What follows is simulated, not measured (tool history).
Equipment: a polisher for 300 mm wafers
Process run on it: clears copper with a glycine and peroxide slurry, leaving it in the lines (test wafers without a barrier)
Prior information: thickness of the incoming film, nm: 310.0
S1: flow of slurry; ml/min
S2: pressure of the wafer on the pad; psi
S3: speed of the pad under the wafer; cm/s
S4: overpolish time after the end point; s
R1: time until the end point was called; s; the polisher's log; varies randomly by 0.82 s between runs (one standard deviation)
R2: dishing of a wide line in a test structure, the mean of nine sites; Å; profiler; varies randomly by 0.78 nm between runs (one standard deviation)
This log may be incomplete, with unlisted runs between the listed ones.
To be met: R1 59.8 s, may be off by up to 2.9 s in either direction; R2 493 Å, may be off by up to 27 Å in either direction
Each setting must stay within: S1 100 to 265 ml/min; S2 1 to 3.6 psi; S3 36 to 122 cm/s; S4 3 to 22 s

run,hour,S1,S2,S3,S4,R1,R2
1,0,170,2.3,78,11,80.324,286.51
2,2.8,155,2.3,78,11,81.183,283.67
3,11.1,155,2.4,78,11,78.99,287.66
4,13.5,155,2.4,66,11,84.564,271.52
5,18.4,155,2.9,66,11,73.653,300.78
# hour 21.2: head pressure recalibrated
6,21.2,155,3,68,11,70.222,340.61
7,30.2,155,3.1,68,11,65.101,343.96
8,39.1,155,3.2,68,13,64.941,404.07

Next run, 5 choices. One meets every target within its allowed miss, the rest don't. Which?
A,48,105,3.4,82,13,?,?
B,48,190,3.5,80,14,?,?
C,48,180,3,58,10,?,?
D,48,105,3.6,74,15,?,?
E,48,175,3.2,60,16,?,?

move,R1,R2
A,59.802,448.6
B,54.267,520.81
C,74.655,290.67
D,60.881,501.76
E,69.985,470.41
A: closer than the last run, but not yet in spec
B: takes the result that was furthest off past its target
C: moves away from the targets compared with the last run
D: every result lands within tolerance
E: meets the target for the result that was furthest off, but another lies outside its allowed miss
Answer: D
